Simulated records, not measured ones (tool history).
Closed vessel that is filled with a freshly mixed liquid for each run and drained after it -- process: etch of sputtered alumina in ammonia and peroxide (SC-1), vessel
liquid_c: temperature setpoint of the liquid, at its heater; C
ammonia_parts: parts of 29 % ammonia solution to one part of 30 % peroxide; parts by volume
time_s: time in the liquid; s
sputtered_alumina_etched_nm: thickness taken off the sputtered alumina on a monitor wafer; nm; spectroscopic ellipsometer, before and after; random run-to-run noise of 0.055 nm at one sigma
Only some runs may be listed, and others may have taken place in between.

| run | day | liquid_c | ammonia_parts | time_s | sputtered_alumina_etched_nm |
|---|---|---|---|---|---|
| 1 | 0 | 49 | 0.65 | 360 | 12.706 |
| 2 | 0.267 | 45.5 | 0.55 | 360 | 10.259 |
| 3 | 0.542 | 43 | 0.55 | 360 | 8.9222 |
| 4 | 0.696 | 41.5 | 0.5 | 360 | 8.0907 |
| 5 | 0.767 | 41.5 | 0.7 | 360 | 8.239 |
| 6 | 1.071 | 41.5 | 0.7 | 385 | 8.9555 |
| 7 | 1.288 | 40.5 | 0.7 | 380 | 8.2091 |
| 8 | 1.438 | 40 | 0.7 | 375 | 7.9518 |
| 9 | 1.525 | 39.5 | 0.7 | 370 | 7.5359 |
| 10 | 1.658 | 39.5 | 0.7 | 370 | 7.4522 |

The next listed run, before its measurement:
| 11 | 1.85 | 39 | 0.7 | 370 | ? |

For run 11 the tool returned sputtered_alumina_etched_nm 7.3858 nm.
